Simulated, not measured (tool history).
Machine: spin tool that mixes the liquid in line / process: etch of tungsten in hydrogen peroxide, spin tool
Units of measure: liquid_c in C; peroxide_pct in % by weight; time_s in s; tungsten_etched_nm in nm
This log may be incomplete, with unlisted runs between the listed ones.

| run | hour | liquid_c | peroxide_pct | time_s | tungsten_etched_nm |
|---|---|---|---|---|---|
| 1 | 0.0 | 54.0 | 22 | 20 | 26.933 |
| 2 | 4.7 | 57.5 | 22 | 20 | 32.890 |
| 3 | 7.6 | 55.5 | 22 | 20 | 29.653 |
| 4 | 11.8 | 55.5 | 24 | 20 | 30.880 |
| 5 | 18.1 | 53.5 | 24 | 20 | 27.338 |
| 6 | 25.7 | 47.5 | 24 | 20 | 18.999 |
| 7 | 33.9 | 46.5 | 24 | 20 | 17.935 |

Run 8 comes next. What will it give?
| 8 | 40.7 | 46.0 | 24 | 20 | ? |

{"run 8": {"tungsten_etched_nm": 17.385}}

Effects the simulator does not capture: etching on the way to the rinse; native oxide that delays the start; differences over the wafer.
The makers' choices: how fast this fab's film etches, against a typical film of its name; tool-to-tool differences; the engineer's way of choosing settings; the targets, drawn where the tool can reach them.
